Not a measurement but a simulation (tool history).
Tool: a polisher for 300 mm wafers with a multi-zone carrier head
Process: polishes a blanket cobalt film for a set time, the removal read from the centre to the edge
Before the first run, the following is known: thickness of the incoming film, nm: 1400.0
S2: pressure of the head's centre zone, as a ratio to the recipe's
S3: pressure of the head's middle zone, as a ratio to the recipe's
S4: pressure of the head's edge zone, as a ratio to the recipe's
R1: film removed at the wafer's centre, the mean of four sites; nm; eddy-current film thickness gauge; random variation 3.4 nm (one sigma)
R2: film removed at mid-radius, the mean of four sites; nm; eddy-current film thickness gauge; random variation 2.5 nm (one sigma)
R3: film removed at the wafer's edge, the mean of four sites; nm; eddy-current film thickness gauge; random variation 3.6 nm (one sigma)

run 1 hour=0.0 | flow_of_slurry_(ml/min)=190 S2=1.00 S3=1.00 S4=1.00 polishing_time_(s)=42 | R1=285.77 R2=283.83 R3=286.27
run 2 hour=7.3 | flow_of_slurry_(ml/min)=190 S2=1.00 S3=0.93 S4=1.00 polishing_time_(s)=42 | R1=281.31 R2=268.62 R3=280.38
run 3 hour=9.1 | flow_of_slurry_(ml/min)=200 S2=1.02 S3=0.95 S4=1.02 polishing_time_(s)=42 | R1=289.75 R2=274.10 R3=285.59
run 4 hour=11.1 | flow_of_slurry_(ml/min)=205 S2=1.04 S3=0.96 S4=1.04 polishing_time_(s)=43 | R1=308.52 R2=285.60 R3=295.08
run 5 hour=18.2 | flow_of_slurry_(ml/min)=210 S2=1.05 S3=0.96 S4=1.06 polishing_time_(s)=44 | R1=315.02 R2=293.05 R3=312.25
run 6 hour=24.7 | flow_of_slurry_(ml/min)=215 S2=1.07 S3=0.97 S4=1.07 polishing_time_(s)=44 | R1=319.95 R2=291.95 R3=311.43
run 7 hour=33.5 | flow_of_slurry_(ml/min)=220 S2=1.09 S3=0.98 S4=1.07 polishing_time_(s)=44 | R1=328.63 R2=295.47 R3=315.58
run 8 hour=41.2 | flow_of_slurry_(ml/min)=225 S2=1.10 S3=0.99 S4=1.07 polishing_time_(s)=44 | R1=331.39 R2=301.81 R3=311.37
run 9 hour=44.8 | flow_of_slurry_(ml/min)=230 S2=1.11 S3=0.99 S4=1.08 polishing_time_(s)=44 | R1=335.07 R2=302.41 R3=314.32

Run 10 comes next. What will it give?
run 10 hour=48.4 | flow_of_slurry_(ml/min)=235 S2=1.12 S3=0.99 S4=1.08 polishing_time_(s)=44 | R1=? R2=? R3=?

{"run 10": {"R1": 341.26, "R2": 307.9, "R3": 313.83}}

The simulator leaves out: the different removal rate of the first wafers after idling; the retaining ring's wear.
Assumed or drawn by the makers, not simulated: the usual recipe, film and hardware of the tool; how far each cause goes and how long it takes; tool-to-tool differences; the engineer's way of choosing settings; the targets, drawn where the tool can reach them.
